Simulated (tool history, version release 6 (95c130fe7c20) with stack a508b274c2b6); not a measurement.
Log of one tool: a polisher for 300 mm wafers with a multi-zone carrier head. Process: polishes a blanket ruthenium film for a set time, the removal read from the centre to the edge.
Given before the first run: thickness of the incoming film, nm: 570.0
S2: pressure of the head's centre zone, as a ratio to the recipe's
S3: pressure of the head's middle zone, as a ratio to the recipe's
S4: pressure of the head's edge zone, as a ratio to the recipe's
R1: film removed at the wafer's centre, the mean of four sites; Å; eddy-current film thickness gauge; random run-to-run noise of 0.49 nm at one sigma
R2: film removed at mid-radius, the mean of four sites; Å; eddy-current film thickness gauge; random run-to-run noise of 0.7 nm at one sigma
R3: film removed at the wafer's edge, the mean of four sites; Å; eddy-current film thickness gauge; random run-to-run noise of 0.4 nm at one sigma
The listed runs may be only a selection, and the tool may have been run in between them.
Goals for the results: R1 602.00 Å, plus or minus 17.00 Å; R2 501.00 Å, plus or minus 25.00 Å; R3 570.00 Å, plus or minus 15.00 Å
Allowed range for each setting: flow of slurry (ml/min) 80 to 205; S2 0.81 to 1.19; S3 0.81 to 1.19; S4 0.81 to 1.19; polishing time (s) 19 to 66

{"run": 1, "hour": 0.0, "flow of slurry (ml/min)": 135, "S2": 1.0, "S3": 1.0, "S4": 1.0, "polishing time (s)": 42, "R1": 716.56, "R2": 736.35, "R3": 707.65}
{"run": 2, "hour": 2.4, "flow of slurry (ml/min)": 135, "S2": 1.0, "S3": 1.06, "S4": 1.0, "polishing time (s)": 42, "R1": 706.71, "R2": 763.43, "R3": 713.3}
{"run": 3, "hour": 5.6, "flow of slurry (ml/min)": 145, "S2": 1.0, "S3": 1.06, "S4": 1.0, "polishing time (s)": 42, "R1": 722.84, "R2": 773.23, "R3": 720.7}
{"run": 4, "hour": 13.9, "flow of slurry (ml/min)": 140, "S2": 1.01, "S3": 1.03, "S4": 1.01, "polishing time (s)": 41, "R1": 709.73, "R2": 739.71, "R3": 705.57}
{"run": 5, "hour": 22.0, "flow of slurry (ml/min)": 140, "S2": 1.01, "S3": 1.03, "S4": 1.05, "polishing time (s)": 41, "R1": 705.41, "R2": 735.27, "R3": 720.33}
{"run": 6, "hour": 28.3, "flow of slurry (ml/min)": 135, "S2": 1.02, "S3": 1.0, "S4": 1.05, "polishing time (s)": 40, "R1": 690.07, "R2": 709.17, "R3": 703.11}
{"run": 7, "hour": 34.2, "flow of slurry (ml/min)": 130, "S2": 1.03, "S3": 0.97, "S4": 1.05, "polishing time (s)": 39, "R1": 669.31, "R2": 656.43, "R3": 663.85}
{"run": 8, "hour": 40.8, "flow of slurry (ml/min)": 125, "S2": 1.04, "S3": 0.95, "S4": 1.05, "polishing time (s)": 39, "R1": 675.31, "R2": 635.67, "R3": 674.24}
{"run": 9, "hour": 42.4, "flow of slurry (ml/min)": 100, "S2": 1.05, "S3": 0.85, "S4": 0.95, "polishing time (s)": 34, "R1": 552.15, "R2": 473.2, "R3": 526.67}

Of the 5 settings listed for the next run, only one would bring every result within its allowed miss of target. Which one?
{"run": "A", "hour": 44.0, "flow of slurry (ml/min)": 80, "S2": 1.06, "S3": 0.81, "S4": 1.05, "polishing time (s)": 36, "R1": "?", "R2": "?", "R3": "?"}
{"run": "B", "hour": 44.0, "flow of slurry (ml/min)": 90, "S2": 1.11, "S3": 0.81, "S4": 1.01, "polishing time (s)": 36, "R1": "?", "R2": "?", "R3": "?"}
{"run": "C", "hour": 44.0, "flow of slurry (ml/min)": 145, "S2": 0.9, "S3": 0.97, "S4": 0.81, "polishing time (s)": 31, "R1": "?", "R2": "?", "R3": "?"}
{"run": "D", "hour": 44.0, "flow of slurry (ml/min)": 80, "S2": 1.08, "S3": 0.83, "S4": 0.87, "polishing time (s)": 40, "R1": "?", "R2": "?", "R3": "?"}
{"run": "E", "hour": 44.0, "flow of slurry (ml/min)": 115, "S2": 1.12, "S3": 1.02, "S4": 0.92, "polishing time (s)": 31, "R1": "?", "R2": "?", "R3": "?"}

move=A R1=530.93 R2=444.90 R3=565.86
move=B R1=586.50 R2=466.64 R3=572.68
move=C R1=485.25 R2=535.82 R3=488.61
move=D R1=600.54 R2=504.35 R3=575.12
move=E R1=559.32 R2=527.31 R3=496.61
A: lands further from the targets than the last run did
B: the furthest-off result lands on target, but another misses its tolerance
C: lands further from the targets than the last run did
D: each result inside its tolerance
E: lands further from the targets than the last run did
So the answer is move D, the one that meets all the targets.

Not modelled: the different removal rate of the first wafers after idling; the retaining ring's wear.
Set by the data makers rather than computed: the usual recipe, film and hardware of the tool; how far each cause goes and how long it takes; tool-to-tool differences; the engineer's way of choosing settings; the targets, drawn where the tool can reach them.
